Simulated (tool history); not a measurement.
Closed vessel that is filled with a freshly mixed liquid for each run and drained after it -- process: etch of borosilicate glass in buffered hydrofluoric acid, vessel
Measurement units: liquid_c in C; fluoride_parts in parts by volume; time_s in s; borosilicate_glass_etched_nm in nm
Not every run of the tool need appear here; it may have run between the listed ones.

| run | hour | liquid_c | fluoride_parts | time_s | borosilicate_glass_etched_nm |
|---|---|---|---|---|---|
| 1 | 0 | 25 | 14 | 100 | 96.438 |
| 2 | 3.9 | 25 | 14 | 110 | 104.86 |
| 3 | 12.6 | 25 | 12 | 110 | 123.21 |
| 4 | 21 | 21.5 | 12 | 110 | 101.95 |
| 5 | 22.4 | 21.5 | 10.5 | 110 | 116.69 |
| 6 | 26.9 | 21.5 | 10.5 | 100 | 105.89 |
| 7 | 31.2 | 22.5 | 10.5 | 100 | 112.38 |
| 8 | 31.9 | 23 | 10.5 | 100 | 115.44 |

What will run 9 give?
| 9 | 38.7 | 23.5 | 10.5 | 100 | ? |

borosilicate_glass_etched_nm: 117.12 nm
